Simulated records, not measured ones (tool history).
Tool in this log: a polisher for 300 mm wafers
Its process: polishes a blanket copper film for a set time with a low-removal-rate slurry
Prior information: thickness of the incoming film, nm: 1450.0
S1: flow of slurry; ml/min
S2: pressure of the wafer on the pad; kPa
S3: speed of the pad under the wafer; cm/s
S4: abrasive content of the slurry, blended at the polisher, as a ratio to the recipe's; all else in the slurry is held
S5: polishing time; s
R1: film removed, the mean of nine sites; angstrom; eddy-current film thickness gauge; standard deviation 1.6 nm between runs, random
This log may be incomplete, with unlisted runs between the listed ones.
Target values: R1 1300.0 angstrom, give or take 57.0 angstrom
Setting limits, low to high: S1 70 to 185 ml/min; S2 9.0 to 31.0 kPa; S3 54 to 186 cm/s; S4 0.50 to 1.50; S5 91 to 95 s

run,hour,S1,S2,S3,S4,S5,R1
1,0.0,120,20.0,118,1.00,91,2580.3
2,8.5,120,17.9,118,1.00,91,2347.9
3,14.2,120,17.9,118,1.00,91,2351.1
4,19.3,115,15.9,114,1.00,91,1973.8
5,23.8,115,15.9,114,1.15,91,2114.4
6,27.1,115,15.9,114,0.95,91,1964.5
7,32.2,110,14.5,114,0.95,91,1797.5
8,38.1,105,13.1,114,0.95,91,1621.8
9,40.4,100,12.4,114,0.95,91,1515.4
10,48.7,95,12.4,114,0.95,91,1503.0
11,50.0,90,12.4,114,0.95,91,1482.7
12,57.4,85,11.7,114,0.95,91,1366.0

Exercise: of the 4 proposed moves below, exactly one satisfies all targets within the stated allowed misses. Which move is it?
A,64.8,70,14.5,118,0.95,91,?
B,64.8,90,11.7,102,1.00,91,?
C,64.8,115,17.2,76,0.85,95,?
D,64.8,90,11.0,118,0.95,95,?

move,R1
A,1613.2
B,1290.6
C,1472.3
D,1445.7
A: its largest miss is bigger than the last run's
B: all results in spec
C: its largest miss is bigger than the last run's
D: its largest miss is bigger than the last run's
Correct choice: B, which meets every target

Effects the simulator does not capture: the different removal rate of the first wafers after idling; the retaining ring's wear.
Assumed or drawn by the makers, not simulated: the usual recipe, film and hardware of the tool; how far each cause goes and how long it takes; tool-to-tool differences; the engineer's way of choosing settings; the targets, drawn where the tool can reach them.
